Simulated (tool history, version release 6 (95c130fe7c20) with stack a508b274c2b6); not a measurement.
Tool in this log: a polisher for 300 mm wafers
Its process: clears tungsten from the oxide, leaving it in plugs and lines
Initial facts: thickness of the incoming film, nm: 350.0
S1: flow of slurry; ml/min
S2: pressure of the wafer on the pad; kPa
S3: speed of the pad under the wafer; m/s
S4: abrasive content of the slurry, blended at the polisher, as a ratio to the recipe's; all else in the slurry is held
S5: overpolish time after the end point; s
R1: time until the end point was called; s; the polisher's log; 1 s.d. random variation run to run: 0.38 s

run,hour,S1,S2,S3,S4,S5,R1
1,0,235,32.4,1.22,1,38,47.205
2,3.4,235,32.4,1.22,1,40,46.787
3,11,235,32.4,1.08,1,40,51.996
4,19,235,39.3,1.08,1,40,45.962
# hour 20.5: head pressure recalibrated
5,20.5,235,45.5,1.08,1,40,42.815
6,22.2,235,45.5,1.2,1,40,38.945
7,28.8,235,46.9,1.22,1,40,37.078

Run 8, settings as shown, results not yet in. Your forecast:
8,36.7,235,48.3,1.24,1,40,?

R1: 34.885 s
